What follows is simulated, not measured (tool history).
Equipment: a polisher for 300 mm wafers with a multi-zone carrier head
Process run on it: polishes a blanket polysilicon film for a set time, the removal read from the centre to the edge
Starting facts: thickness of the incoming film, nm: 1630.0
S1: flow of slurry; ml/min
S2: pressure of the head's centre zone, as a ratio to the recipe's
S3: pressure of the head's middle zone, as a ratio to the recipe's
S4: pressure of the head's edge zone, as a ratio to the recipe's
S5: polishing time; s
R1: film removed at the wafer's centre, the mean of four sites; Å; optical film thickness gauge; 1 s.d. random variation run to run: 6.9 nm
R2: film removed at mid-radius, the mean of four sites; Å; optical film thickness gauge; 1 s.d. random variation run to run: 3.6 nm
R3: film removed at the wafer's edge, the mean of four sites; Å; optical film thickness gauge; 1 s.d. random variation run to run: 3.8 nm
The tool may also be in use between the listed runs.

run  hour   S1    S2    S3    S4  S5      R1      R2      R3
  1   0.0  235  1.00  1.00  1.00  38  3985.5  3976.8  4014.3
  2   3.2  250  1.04  1.03  1.03  39  4145.7  4165.4  4227.9
  3  11.0  250  1.04  1.03  1.03  45  4828.7  4896.8  4761.0
  4  19.3  245  1.05  1.03  1.01  45  4845.8  4807.1  4775.7
  5  22.5  245  1.05  1.11  1.01  45  4824.1  5111.0  4770.2
  6  31.3  245  0.97  1.11  1.01  45  4554.6  5163.3  4763.4
  7  36.6  235  1.01  1.09  0.98  45  4692.9  4969.3  4645.9

Run 8 has not been measured yet. What should we expect?
  8  45.4  230  1.03  1.08  0.96  45   ?   ?   ?

{"run 8": {"R1": 4771.1, "R2": 4970.7, "R3": 4652.0}}

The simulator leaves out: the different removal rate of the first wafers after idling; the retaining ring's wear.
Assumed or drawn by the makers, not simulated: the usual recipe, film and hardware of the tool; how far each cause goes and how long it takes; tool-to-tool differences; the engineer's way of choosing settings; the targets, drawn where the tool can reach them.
